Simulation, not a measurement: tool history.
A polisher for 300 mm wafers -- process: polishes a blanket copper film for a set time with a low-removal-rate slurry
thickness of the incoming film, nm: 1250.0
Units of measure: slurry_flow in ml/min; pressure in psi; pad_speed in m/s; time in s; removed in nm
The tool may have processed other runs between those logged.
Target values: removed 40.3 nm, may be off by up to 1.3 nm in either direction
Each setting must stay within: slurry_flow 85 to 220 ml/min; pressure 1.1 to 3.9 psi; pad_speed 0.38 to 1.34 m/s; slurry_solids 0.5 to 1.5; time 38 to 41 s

run 1 hour=0 | slurry_flow=140 pressure=2.5 pad_speed=0.86 slurry_solids=1 time=41 | removed=75.876
run 2 hour=1.4 | slurry_flow=140 pressure=3.1 pad_speed=0.86 slurry_solids=1 time=41 | removed=94.839
run 3 hour=2.3 | slurry_flow=140 pressure=3.1 pad_speed=0.86 slurry_solids=0.8 time=41 | removed=89.62
run 4 hour=8.1 | slurry_flow=120 pressure=3.1 pad_speed=0.86 slurry_solids=0.8 time=41 | removed=87.949
run 5 hour=9.2 | slurry_flow=120 pressure=3.1 pad_speed=0.74 slurry_solids=0.8 time=41 | removed=75.552
run 6 hour=11.8 | slurry_flow=120 pressure=2.8 pad_speed=0.74 slurry_solids=0.8 time=41 | removed=67.156
run 7 hour=12.9 | slurry_flow=115 pressure=2.5 pad_speed=0.74 slurry_solids=0.8 time=41 | removed=61.326
run 8 hour=15.7 | slurry_flow=115 pressure=2.2 pad_speed=0.74 slurry_solids=0.8 time=41 | removed=54.139
run 9 hour=21.3 | slurry_flow=115 pressure=2 pad_speed=0.74 slurry_solids=0.8 time=41 | removed=48.649
run 10 hour=28 | slurry_flow=115 pressure=1.9 pad_speed=0.74 slurry_solids=0.8 time=41 | removed=46.534
-- hour=29.1 slurry blender recalibrated
run 11 hour=29.1 | slurry_flow=115 pressure=1.8 pad_speed=0.74 slurry_solids=0.8 time=41 | removed=47.275
run 12 hour=35.9 | slurry_flow=110 pressure=1.7 pad_speed=0.74 slurry_solids=0.8 time=41 | removed=44.48
run 13 hour=42.4 | slurry_flow=110 pressure=1.6 pad_speed=0.74 slurry_solids=0.8 time=41 | removed=42.059

4 next moves are on the table. One of them brings every result within its allowed miss. Which?
run A hour=48.9 | slurry_flow=120 pressure=1.7 pad_speed=0.7 slurry_solids=0.85 time=41 | removed=?
run B hour=48.9 | slurry_flow=95 pressure=1.5 pad_speed=0.88 slurry_solids=0.9 time=39 | removed=?
run C hour=48.9 | slurry_flow=110 pressure=1.4 pad_speed=0.78 slurry_solids=0.9 time=41 | removed=?
run D hour=48.9 | slurry_flow=105 pressure=2.1 pad_speed=0.66 slurry_solids=0.7 time=39 | removed=?

move=A removed=43.415
move=B removed=43.268
move=C removed=39.579
move=D removed=44.459
A: its largest miss is bigger than the last run's
B: its largest miss is bigger than the last run's
C: each result inside its tolerance
D: its largest miss is bigger than the last run's
C is the move that brings every result within its allowed miss.
